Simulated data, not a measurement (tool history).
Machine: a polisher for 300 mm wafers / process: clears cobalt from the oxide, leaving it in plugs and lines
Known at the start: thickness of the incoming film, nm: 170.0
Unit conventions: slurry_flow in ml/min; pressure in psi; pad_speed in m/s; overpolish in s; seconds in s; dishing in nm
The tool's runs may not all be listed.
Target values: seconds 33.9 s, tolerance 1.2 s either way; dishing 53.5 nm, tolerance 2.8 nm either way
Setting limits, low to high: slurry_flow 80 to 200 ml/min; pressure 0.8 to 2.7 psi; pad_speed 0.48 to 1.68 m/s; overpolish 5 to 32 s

run 1 hour=0 | slurry_flow=130 pressure=1.7 pad_speed=1.08 overpolish=16 | seconds=27.081 dishing=54.139
run 2 hour=4.8 | slurry_flow=130 pressure=1.7 pad_speed=1.08 overpolish=23 | seconds=27.164 dishing=63.38
run 3 hour=5.8 | slurry_flow=130 pressure=1.4 pad_speed=1.08 overpolish=23 | seconds=30.867 dishing=60.033
run 4 hour=8.2 | slurry_flow=125 pressure=1.4 pad_speed=1.08 overpolish=22 | seconds=31.275 dishing=57.594
run 5 hour=13.6 | slurry_flow=120 pressure=1.4 pad_speed=1.08 overpolish=22 | seconds=31.472 dishing=57.781
run 6 hour=21.2 | slurry_flow=120 pressure=1.7 pad_speed=1.08 overpolish=22 | seconds=27.532 dishing=61.728
run 7 hour=22.6 | slurry_flow=115 pressure=1.6 pad_speed=1.08 overpolish=22 | seconds=29.722 dishing=59.957
run 8 hour=23.4 | slurry_flow=110 pressure=1.6 pad_speed=1.08 overpolish=21 | seconds=29.546 dishing=59.075
run 9 hour=25.2 | slurry_flow=105 pressure=1.5 pad_speed=1.08 overpolish=21 | seconds=31.486 dishing=56.211
run 10 hour=32.3 | slurry_flow=105 pressure=1.5 pad_speed=1.08 overpolish=21 | seconds=30.909 dishing=56.841

4 candidate next runs follow, results not yet known. Just one meets every target within its allowed miss. Identify it.
run A hour=39.4 | slurry_flow=115 pressure=1.6 pad_speed=0.84 overpolish=25 | seconds=? dishing=?
run B hour=39.4 | slurry_flow=110 pressure=1.2 pad_speed=1.26 overpolish=17 | seconds=? dishing=?
run C hour=39.4 | slurry_flow=85 pressure=1.5 pad_speed=1.16 overpolish=19 | seconds=? dishing=?
run D hour=39.4 | slurry_flow=165 pressure=1.3 pad_speed=1 overpolish=20 | seconds=? dishing=?

move=A seconds=37.506 dishing=56.669
move=B seconds=30.843 dishing=51.117
move=C seconds=31.338 dishing=53.832
move=D seconds=33.733 dishing=53.305
A: pushes the last run's worst result past its target
B: about the same distance from the targets as the last run
C: nearer than the last run, and not there yet
D: every result within its allowed miss
D meets every target.

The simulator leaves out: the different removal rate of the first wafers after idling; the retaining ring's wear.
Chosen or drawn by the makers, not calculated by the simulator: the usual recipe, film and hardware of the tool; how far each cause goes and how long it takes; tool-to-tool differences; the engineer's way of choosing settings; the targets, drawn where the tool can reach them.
